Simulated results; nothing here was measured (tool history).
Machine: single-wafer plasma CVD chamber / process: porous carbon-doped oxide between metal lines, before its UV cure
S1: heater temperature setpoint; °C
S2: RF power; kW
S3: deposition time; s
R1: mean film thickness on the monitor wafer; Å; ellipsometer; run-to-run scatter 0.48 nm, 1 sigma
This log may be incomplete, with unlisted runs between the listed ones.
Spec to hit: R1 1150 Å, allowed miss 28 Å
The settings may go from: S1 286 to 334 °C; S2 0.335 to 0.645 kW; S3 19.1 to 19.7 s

Run 1, hour 0: S1 310 °C, S2 0.49 kW, S3 19.1 s. Result: R1 984.73 Å.
Run 2, hour 0.6: S1 310 °C, S2 0.455 kW, S3 19.1 s. Result: R1 926.47 Å.
Run 3, hour 5.6: S1 307 °C, S2 0.47 kW, S3 19.1 s. Result: R1 970.65 Å.
Run 4, hour 11.3: S1 304 °C, S2 0.48 kW, S3 19.1 s. Result: R1 1003.9 Å.
Run 5, hour 13.5: S1 304 °C, S2 0.48 kW, S3 19.1 s. Result: R1 1017 Å.
Run 6, hour 21: S1 304 °C, S2 0.415 kW, S3 19.1 s. Result: R1 868.14 Å.
Run 7, hour 24.9: S1 302 °C, S2 0.43 kW, S3 19.1 s. Result: R1 914.73 Å.
Run 8, hour 32.3: S1 290 °C, S2 0.51 kW, S3 19.3 s. Result: R1 1184.4 Å.

Which of these 4 next moves meets every target?
Run A, hour 39.7: S1 311 °C, S2 0.61 kW, S3 19.7 s. Result: R1 ?.
Run B, hour 39.7: S1 308 °C, S2 0.6 kW, S3 19.7 s. Result: R1 ?.
Run C, hour 39.7: S1 288 °C, S2 0.505 kW, S3 19.7 s. Result: R1 ?.
Run D, hour 39.7: S1 292 °C, S2 0.49 kW, S3 19.7 s. Result: R1 ?.

move      R1
   A  1227.3
   B  1233.3
   C  1215.7
   D  1150.4
A: moves away from the targets compared with the last run
B: moves away from the targets compared with the last run
C: moves away from the targets compared with the last run
D: hits every target within its allowed miss
Correct choice: D, which meets every target
